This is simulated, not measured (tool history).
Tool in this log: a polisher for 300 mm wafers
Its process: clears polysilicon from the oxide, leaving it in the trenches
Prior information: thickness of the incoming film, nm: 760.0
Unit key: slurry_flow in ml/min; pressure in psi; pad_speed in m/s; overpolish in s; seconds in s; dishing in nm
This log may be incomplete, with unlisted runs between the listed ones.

Run 1, hour 0: slurry_flow 250 ml/min, pressure 2.2 psi, pad_speed 0.88 m/s, overpolish 22 s. Result: seconds 73.753 s, dishing 65.889 nm.
Run 2, hour 0.9: slurry_flow 250 ml/min, pressure 2.2 psi, pad_speed 0.88 m/s, overpolish 30 s. Result: seconds 74.677 s, dishing 70.374 nm.
Run 3, hour 3.5: slurry_flow 250 ml/min, pressure 2 psi, pad_speed 0.86 m/s, overpolish 27 s. Result: seconds 82.852 s, dishing 69.91 nm.
Run 4, hour 4.4: slurry_flow 250 ml/min, pressure 2 psi, pad_speed 1 m/s, overpolish 27 s. Result: seconds 71.106 s, dishing 69.763 nm.
Run 5, hour 7.9: slurry_flow 250 ml/min, pressure 2 psi, pad_speed 1.18 m/s, overpolish 27 s. Result: seconds 60.768 s, dishing 71.886 nm.
Run 6, hour 15.6: slurry_flow 250 ml/min, pressure 2 psi, pad_speed 1.18 m/s, overpolish 24 s. Result: seconds 61.694 s, dishing 72.343 nm.
Run 7, hour 22.8: slurry_flow 255 ml/min, pressure 1.9 psi, pad_speed 1.1 m/s, overpolish 21 s. Result: seconds 68.718 s, dishing 68.823 nm.
Run 8, hour 29.4: slurry_flow 255 ml/min, pressure 1.8 psi, pad_speed 1.04 m/s, overpolish 19 s. Result: seconds 76.332 s, dishing 66.147 nm.
Run 9, hour 34.5: slurry_flow 255 ml/min, pressure 1.7 psi, pad_speed 1 m/s, overpolish 17 s. Result: seconds 85.759 s, dishing 66.307 nm.
Run 10, hour 43.1: slurry_flow 265 ml/min, pressure 1.6 psi, pad_speed 0.96 m/s, overpolish 16 s. Result: seconds 92.673 s, dishing 62.228 nm.
Run 11, hour 51.5: slurry_flow 245 ml/min, pressure 1 psi, pad_speed 0.78 m/s, overpolish 17 s. Result: seconds 176.09 s, dishing 46.523 nm.
Run 12, hour 60.3: slurry_flow 260 ml/min, pressure 1 psi, pad_speed 0.78 m/s, overpolish 19 s. Result: seconds 176.16 s, dishing 51.348 nm.

The next listed run, before its measurement:
Run 13, hour 60.9: slurry_flow 300 ml/min, pressure 1.5 psi, pad_speed 0.8 m/s, overpolish 19 s. Result: seconds ?, dishing ?.

{"run 13": {"seconds": 116.03, "dishing": 62.763}}
